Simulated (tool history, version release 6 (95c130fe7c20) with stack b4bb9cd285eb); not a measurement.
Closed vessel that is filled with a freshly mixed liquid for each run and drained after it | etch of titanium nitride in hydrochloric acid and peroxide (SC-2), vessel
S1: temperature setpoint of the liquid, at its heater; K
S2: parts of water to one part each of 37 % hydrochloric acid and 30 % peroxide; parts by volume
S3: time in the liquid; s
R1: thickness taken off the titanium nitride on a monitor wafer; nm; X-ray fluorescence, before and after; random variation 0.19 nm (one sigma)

Run 1, hour 0.0: S1 319.15 K, S2 9.5 parts by volume, S3 340 s. Result: R1 10.637 nm.
Run 2, hour 5.3: S1 324.15 K, S2 9.0 parts by volume, S3 340 s. Result: R1 15.662 nm.
Run 3, hour 6.7: S1 327.65 K, S2 8.5 parts by volume, S3 340 s. Result: R1 20.669 nm.
Run 4, hour 7.7: S1 327.65 K, S2 8.5 parts by volume, S3 340 s. Result: R1 20.823 nm.
Run 5, hour 8.9: S1 330.15 K, S2 8.5 parts by volume, S3 340 s. Result: R1 24.217 nm.
Run 6, hour 14.6: S1 330.15 K, S2 8.5 parts by volume, S3 235 s. Result: R1 16.816 nm.
Run 7, hour 17.2: S1 331.65 K, S2 7.0 parts by volume, S3 245 s. Result: R1 22.628 nm.
Run 8, hour 25.0: S1 332.65 K, S2 6.0 parts by volume, S3 265 s. Result: R1 29.087 nm.
Run 9, hour 28.1: S1 335.15 K, S2 5.5 parts by volume, S3 265 s. Result: R1 35.953 nm.

The next listed run, before its measurement:
Run 10, hour 36.1: S1 335.15 K, S2 5.0 parts by volume, S3 265 s. Result: R1 ?.

{"run 10": {"R1": 38.796}}
